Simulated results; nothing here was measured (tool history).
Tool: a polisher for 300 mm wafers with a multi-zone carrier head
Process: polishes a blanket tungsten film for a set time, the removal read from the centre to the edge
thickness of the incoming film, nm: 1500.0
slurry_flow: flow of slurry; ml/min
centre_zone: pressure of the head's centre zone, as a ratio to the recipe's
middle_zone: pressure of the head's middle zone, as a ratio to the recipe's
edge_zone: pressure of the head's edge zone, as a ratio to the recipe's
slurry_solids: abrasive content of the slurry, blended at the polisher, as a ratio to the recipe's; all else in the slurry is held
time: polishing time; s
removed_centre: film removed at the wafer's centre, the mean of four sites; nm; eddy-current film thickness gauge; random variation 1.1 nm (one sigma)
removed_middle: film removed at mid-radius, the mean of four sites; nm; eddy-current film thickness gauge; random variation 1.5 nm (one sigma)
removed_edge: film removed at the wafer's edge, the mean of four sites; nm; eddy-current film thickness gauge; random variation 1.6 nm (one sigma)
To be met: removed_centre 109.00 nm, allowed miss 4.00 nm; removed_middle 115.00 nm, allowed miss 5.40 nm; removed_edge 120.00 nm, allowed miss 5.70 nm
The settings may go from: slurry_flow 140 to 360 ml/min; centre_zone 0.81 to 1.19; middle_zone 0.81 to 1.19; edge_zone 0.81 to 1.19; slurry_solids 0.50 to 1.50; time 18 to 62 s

run,hour,slurry_flow,centre_zone,middle_zone,edge_zone,slurry_solids,time,removed_centre,removed_middle,removed_edge
1,0.0,230,1.00,1.00,1.00,1.00,40,145.89,142.77,147.15
2,1.5,230,1.00,1.00,1.08,1.00,40,148.50,144.82,155.18
3,8.4,225,0.96,0.98,1.02,0.85,39,131.18,131.91,140.31
4,16.8,220,0.93,0.96,0.97,0.75,39,122.31,125.57,130.03
5,21.3,215,0.91,0.94,0.95,0.70,39,116.29,121.34,130.53
6,26.3,215,0.91,0.94,1.02,0.70,39,118.01,122.66,135.71
7,35.0,215,0.91,0.94,0.98,0.65,39,112.87,118.72,127.06
8,35.6,210,0.91,0.94,0.96,0.65,39,114.69,120.29,126.08

Which of these 4 next moves meets every target?
A,36.2,180,0.84,0.86,0.94,0.70,40,?,?,?
B,36.2,140,1.00,1.05,0.92,0.55,38,?,?,?
C,36.2,175,0.84,0.96,0.85,0.55,40,?,?,?
D,36.2,215,0.91,0.95,1.00,0.65,37,?,?,?

move,removed_centre,removed_middle,removed_edge
A,109.11,114.07,127.50
B,111.05,115.46,109.16
C,102.18,117.04,113.98
D,110.40,115.17,121.20
A: brings the result that was furthest off to its target, and leaves another outside
B: brings the result that was furthest off to its target, and leaves another outside
C: takes the result that was furthest off past its target
D: meets every target
Answer: D
